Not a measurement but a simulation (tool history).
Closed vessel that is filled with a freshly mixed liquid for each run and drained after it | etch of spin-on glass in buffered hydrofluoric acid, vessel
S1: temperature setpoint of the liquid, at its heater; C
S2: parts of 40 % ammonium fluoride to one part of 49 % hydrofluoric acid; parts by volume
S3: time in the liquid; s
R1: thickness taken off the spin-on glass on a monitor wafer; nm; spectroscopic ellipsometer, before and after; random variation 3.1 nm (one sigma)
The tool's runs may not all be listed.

run	hour	S1	S2	S3	R1
1	0.0	21.0	16.5	85	197.26
2	1.6	24.0	16.5	85	232.43
3	5.0	24.0	13.0	85	290.24
4	6.5	25.5	12.5	85	327.95
5	12.9	25.5	15.5	85	267.80
6	16.2	25.5	15.5	90	280.69

Run 7 comes next. What will it give?
7	21.6	26.5	14.5	90	?

Run 7 gave R1 316.23 nm.
